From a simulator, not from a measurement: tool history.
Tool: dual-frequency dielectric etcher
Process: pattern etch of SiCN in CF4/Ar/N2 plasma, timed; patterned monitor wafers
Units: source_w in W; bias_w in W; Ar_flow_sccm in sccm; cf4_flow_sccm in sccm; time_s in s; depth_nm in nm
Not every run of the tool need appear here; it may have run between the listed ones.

run 1 hour=0 | source_w=310 bias_w=49 Ar_flow_sccm=136 cf4_flow_sccm=66 time_s=132.5 | depth_nm=67.456
run 2 hour=0.7 | source_w=280 bias_w=49 Ar_flow_sccm=136 cf4_flow_sccm=66 time_s=132.5 | depth_nm=63.595
run 3 hour=4 | source_w=280 bias_w=53 Ar_flow_sccm=136 cf4_flow_sccm=66 time_s=132.5 | depth_nm=64.515
run 4 hour=12 | source_w=330 bias_w=53 Ar_flow_sccm=136 cf4_flow_sccm=66 time_s=132.5 | depth_nm=70.684
run 5 hour=16.2 | source_w=330 bias_w=53 Ar_flow_sccm=156 cf4_flow_sccm=66 time_s=132.5 | depth_nm=69.614
run 6 hour=21 | source_w=330 bias_w=53 Ar_flow_sccm=156 cf4_flow_sccm=66 time_s=138 | depth_nm=72.86
run 7 hour=26.9 | source_w=310 bias_w=51 Ar_flow_sccm=159 cf4_flow_sccm=65 time_s=138 | depth_nm=68.625
run 8 hour=27.9 | source_w=250 bias_w=48 Ar_flow_sccm=162 cf4_flow_sccm=64 time_s=138 | depth_nm=59.553

Predict the results of run 9:
run 9 hour=35.5 | source_w=240 bias_w=47 Ar_flow_sccm=163 cf4_flow_sccm=64 time_s=138 | depth_nm=?

Run 9 measured depth_nm 58.64 nm.
